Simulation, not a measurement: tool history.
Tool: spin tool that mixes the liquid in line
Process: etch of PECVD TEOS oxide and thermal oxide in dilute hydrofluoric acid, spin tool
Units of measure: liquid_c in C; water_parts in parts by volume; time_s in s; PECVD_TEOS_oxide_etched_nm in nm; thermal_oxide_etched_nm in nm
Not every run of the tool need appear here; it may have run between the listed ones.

run	day	liquid_c	water_parts	time_s	PECVD_TEOS_oxide_etched_nm	thermal_oxide_etched_nm
1	0	21	155	180	14.868	4.3366
2	0.029	21	175	180	12.844	3.738
3	0.317	23	175	180	14.051	4.0426
4	0.354	23	175	245	18.983	5.5304
5	0.467	23.5	175	245	19.56	5.5342
6	0.588	23.5	175	215	17.042	4.9222
7	0.621	24.5	175	215	18.095	5.1327
8	0.829	25	175	215	18.034	5.2026
9	1.133	25.5	175	215	18.259	5.3212
10	1.362	26	175	215	18.834	5.4255
11	1.454	26.5	175	215	19.101	5.5982

Run 12 is up next; what results do you expect?
12	1.804	26.5	175	215	?	?

PECVD_TEOS_oxide_etched_nm: 19.281 nm
thermal_oxide_etched_nm: 5.51 nm

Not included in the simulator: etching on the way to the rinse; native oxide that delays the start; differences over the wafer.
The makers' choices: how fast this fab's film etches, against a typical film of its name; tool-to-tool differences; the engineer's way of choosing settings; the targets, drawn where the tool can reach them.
